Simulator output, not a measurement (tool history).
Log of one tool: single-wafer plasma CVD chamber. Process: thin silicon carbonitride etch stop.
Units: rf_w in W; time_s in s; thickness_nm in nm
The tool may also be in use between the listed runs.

Run 1, hour 0: rf_w 235 W, time_s 23.9 s. Result: thickness_nm 15.093 nm.
Run 2, hour 4.1: rf_w 220 W, time_s 23.9 s. Result: thickness_nm 14.914 nm.
Run 3, hour 7: rf_w 220 W, time_s 26.7 s. Result: thickness_nm 16.674 nm.
Run 4, hour 15.4: rf_w 205 W, time_s 25.1 s. Result: thickness_nm 15.527 nm.
Run 5, hour 23.2: rf_w 220 W, time_s 25.1 s. Result: thickness_nm 15.642 nm.
Run 6, hour 26.5: rf_w 210 W, time_s 23.7 s. Result: thickness_nm 14.664 nm.
Run 7, hour 30.7: rf_w 200 W, time_s 22.7 s. Result: thickness_nm 13.934 nm.
Run 8, hour 38.3: rf_w 190 W, time_s 22 s. Result: thickness_nm 13.443 nm.
Run 9, hour 43.9: rf_w 185 W, time_s 21.5 s. Result: thickness_nm 13.031 nm.

Run 10 comes next. What will it give?
Run 10, hour 50.7: rf_w 180 W, time_s 21.2 s. Result: thickness_nm ?.

Run 10 gave thickness_nm 12.849 nm.

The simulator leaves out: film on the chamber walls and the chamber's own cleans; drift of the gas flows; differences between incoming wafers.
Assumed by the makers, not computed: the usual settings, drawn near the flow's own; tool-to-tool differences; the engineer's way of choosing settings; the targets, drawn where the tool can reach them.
